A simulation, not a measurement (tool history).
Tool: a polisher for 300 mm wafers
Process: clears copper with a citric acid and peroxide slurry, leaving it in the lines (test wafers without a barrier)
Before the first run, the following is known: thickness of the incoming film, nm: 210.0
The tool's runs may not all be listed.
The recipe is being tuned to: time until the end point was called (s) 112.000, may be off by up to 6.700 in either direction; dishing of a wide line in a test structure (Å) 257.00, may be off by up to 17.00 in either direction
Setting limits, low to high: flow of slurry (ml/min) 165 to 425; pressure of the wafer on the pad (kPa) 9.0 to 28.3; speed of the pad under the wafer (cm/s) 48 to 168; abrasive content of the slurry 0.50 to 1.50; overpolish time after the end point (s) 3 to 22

run,hour,flow of slurry (ml/min),pressure of the wafer on the pad (kPa),speed of the pad under the wafer (cm/s),abrasive content of the slurry,overpolish time after the end point (s),time until the end point was called (s),dishing of a wide line in a test structure (Å)
1,0.0,275,18.6,108,1.00,11,92.116,186.62
2,8.1,275,17.9,108,1.00,12,94.365,197.61
3,16.7,275,17.9,94,1.00,12,100.290,176.54
4,17.8,270,17.2,96,1.00,13,103.020,191.56
5,18.6,330,17.2,96,1.00,13,99.830,190.27
6,21.2,325,16.5,96,1.00,14,102.960,199.53
7,26.7,325,16.5,96,1.00,14,108.380,201.56
8,31.3,325,16.5,98,1.00,14,106.650,203.77
9,36.5,325,16.5,100,1.00,14,100.720,206.16
10,40.6,320,16.5,100,1.00,15,103.680,215.99

Next run, 4 choices. One meets every target within its allowed miss, the rest don't. Which?
A,44.7,360,15.2,92,1.15,17,?,?
B,44.7,250,19.3,78,0.85,19,?,?
C,44.7,315,18.6,88,1.25,18,?,?
D,44.7,315,15.9,70,0.95,19,?,?

move,time until the end point was called (s),dishing of a wide line in a test structure (Å)
A,111.880,227.98
B,109.350,255.80
C,95.253,273.30
D,130.920,219.80
A: gains on the last run, yet a result remains outside its allowed miss
B: hits every target within its allowed miss
C: meets the target for the result that was furthest off, but another lies outside its allowed miss
D: its largest miss is bigger than the last run's
Correct choice: B, which meets every target

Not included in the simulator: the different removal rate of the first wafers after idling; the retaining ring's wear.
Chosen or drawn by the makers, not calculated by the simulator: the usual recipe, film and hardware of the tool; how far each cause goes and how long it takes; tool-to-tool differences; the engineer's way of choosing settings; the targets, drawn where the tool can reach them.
